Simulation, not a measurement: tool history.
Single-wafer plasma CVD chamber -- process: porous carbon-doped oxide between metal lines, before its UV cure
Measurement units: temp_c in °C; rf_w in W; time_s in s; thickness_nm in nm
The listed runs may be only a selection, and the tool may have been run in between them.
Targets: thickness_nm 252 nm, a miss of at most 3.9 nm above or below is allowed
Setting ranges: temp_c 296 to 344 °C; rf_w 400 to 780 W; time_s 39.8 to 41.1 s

run 1 hour=0 | temp_c=320 rf_w=590 time_s=39.8 | thickness_nm=225.54
run 2 hour=6.2 | temp_c=316 rf_w=595 time_s=39.8 | thickness_nm=232.98
run 3 hour=11.9 | temp_c=316 rf_w=595 time_s=39.8 | thickness_nm=230.49
run 4 hour=13.2 | temp_c=313 rf_w=600 time_s=39.8 | thickness_nm=235.44
run 5 hour=14.7 | temp_c=311 rf_w=605 time_s=39.8 | thickness_nm=241.05
run 6 hour=16.5 | temp_c=311 rf_w=605 time_s=39.8 | thickness_nm=242.06
run 7 hour=21.6 | temp_c=310 rf_w=605 time_s=39.8 | thickness_nm=242.75
run 8 hour=28.9 | temp_c=309 rf_w=605 time_s=39.8 | thickness_nm=242.83
run 9 hour=32 | temp_c=301 rf_w=615 time_s=39.8 | thickness_nm=260.49
run 10 hour=32.9 | temp_c=302 rf_w=615 time_s=39.8 | thickness_nm=256.25
run 11 hour=37 | temp_c=302 rf_w=615 time_s=39.8 | thickness_nm=257.69

5 next moves are on the table. One of them brings every result within its allowed miss. Which?
run A hour=41.1 | temp_c=299 rf_w=600 time_s=40.8 | thickness_nm=?
run B hour=41.1 | temp_c=296 rf_w=610 time_s=40.1 | thickness_nm=?
run C hour=41.1 | temp_c=298 rf_w=605 time_s=41.1 | thickness_nm=?
run D hour=41.1 | temp_c=302 rf_w=600 time_s=39.8 | thickness_nm=?
run E hour=41.1 | temp_c=305 rf_w=625 time_s=41.1 | thickness_nm=?

move=A thickness_nm=263.41
move=B thickness_nm=267.62
move=C thickness_nm=268.8
move=D thickness_nm=252.16
move=E thickness_nm=263.69
A: lands further from the targets than the last run did
B: lands further from the targets than the last run did
C: lands further from the targets than the last run did
D: every result lands within tolerance
E: lands further from the targets than the last run did
Go with D: it meets all targets.

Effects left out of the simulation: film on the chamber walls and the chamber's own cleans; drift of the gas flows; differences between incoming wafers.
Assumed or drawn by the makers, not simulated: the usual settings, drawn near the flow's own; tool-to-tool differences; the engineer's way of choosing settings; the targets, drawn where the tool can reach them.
